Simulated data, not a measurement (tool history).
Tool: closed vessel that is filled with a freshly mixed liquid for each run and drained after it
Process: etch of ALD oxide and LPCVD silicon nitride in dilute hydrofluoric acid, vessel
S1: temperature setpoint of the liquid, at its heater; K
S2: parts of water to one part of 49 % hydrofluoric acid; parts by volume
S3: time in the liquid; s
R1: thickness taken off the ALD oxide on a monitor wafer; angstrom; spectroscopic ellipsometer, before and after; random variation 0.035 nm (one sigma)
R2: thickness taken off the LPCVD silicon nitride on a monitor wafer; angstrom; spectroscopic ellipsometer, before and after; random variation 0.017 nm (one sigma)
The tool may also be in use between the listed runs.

{"run": 1, "hour": 0.0, "S1": 296.15, "S2": 135, "S3": 85, "R1": 135.18, "R2": 2.6442}
{"run": 2, "hour": 5.9, "S1": 294.65, "S2": 135, "S3": 85, "R1": 127.86, "R2": 2.1539}
{"run": 3, "hour": 9.9, "S1": 294.15, "S2": 135, "S3": 85, "R1": 125.39, "R2": 2.2921}
{"run": 4, "hour": 13.3, "S1": 293.15, "S2": 135, "S3": 85, "R1": 120.97, "R2": 2.0104}
{"run": 5, "hour": 18.0, "S1": 293.15, "S2": 135, "S3": 55, "R1": 78.213, "R2": 1.2167}
{"run": 6, "hour": 20.2, "S1": 295.65, "S2": 135, "S3": 55, "R1": 86.195, "R2": 1.7657}
{"run": 7, "hour": 29.1, "S1": 296.65, "S2": 130, "S3": 55, "R1": 93.528, "R2": 1.4747}

The next listed run, before its measurement:
{"run": 8, "hour": 30.9, "S1": 299.65, "S2": 120, "S3": 55, "R1": "?", "R2": "?"}

{"run 8": {"R1": 115.17, "R2": 2.3623}}
